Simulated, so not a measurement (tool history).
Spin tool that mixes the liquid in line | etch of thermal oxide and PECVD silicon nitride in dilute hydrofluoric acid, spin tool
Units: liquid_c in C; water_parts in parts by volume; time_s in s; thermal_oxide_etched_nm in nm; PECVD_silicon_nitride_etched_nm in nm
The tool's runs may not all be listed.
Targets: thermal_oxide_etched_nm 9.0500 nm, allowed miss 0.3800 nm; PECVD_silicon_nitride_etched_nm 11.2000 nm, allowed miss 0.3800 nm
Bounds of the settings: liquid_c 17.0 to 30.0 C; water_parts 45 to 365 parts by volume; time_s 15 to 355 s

| run | hour | liquid_c | water_parts | time_s | thermal_oxide_etched_nm | PECVD_silicon_nitride_etched_nm |
|---|---|---|---|---|---|---|
| 1 | 0.0 | 22.0 | 205 | 180 | 3.2854 | 4.1265 |
| 2 | 8.8 | 22.0 | 205 | 210 | 3.8084 | 4.8594 |
| 3 | 11.2 | 20.0 | 205 | 210 | 3.5339 | 4.2556 |
| 4 | 12.0 | 20.0 | 205 | 245 | 4.2410 | 5.0059 |
| 5 | 18.4 | 20.0 | 205 | 195 | 3.2849 | 3.9135 |
| 6 | 20.9 | 23.5 | 205 | 195 | 3.7852 | 4.9419 |
| 7 | 25.4 | 24.0 | 180 | 195 | 4.4726 | 5.7608 |
| 8 | 28.5 | 27.5 | 100 | 180 | 9.4557 | 12.1130 |
| 9 | 31.0 | 26.0 | 95 | 180 | 9.6057 | 11.3950 |

Which of these 5 next moves meets every target?
| A | 33.5 | 25.0 | 130 | 260 | ? | ? |
| B | 33.5 | 24.5 | 95 | 180 | ? | ? |
| C | 33.5 | 23.0 | 75 | 160 | ? | ? |
| D | 33.5 | 23.5 | 75 | 165 | ? | ? |
| E | 33.5 | 26.0 | 90 | 180 | ? | ? |

| move | thermal_oxide_etched_nm | PECVD_silicon_nitride_etched_nm |
|---|---|---|
| A | 9.0642 | 11.2950 |
| B | 8.7908 | 10.3260 |
| C | 9.5552 | 10.4860 |
| D | 10.0560 | 11.1830 |
| E | 9.9072 | 12.0180 |
A: meets every target
B: brings the result that was furthest off to its target, and leaves another outside
C: further off than the last run
D: further off than the last run
E: further off than the last run
Move A is the one to make.
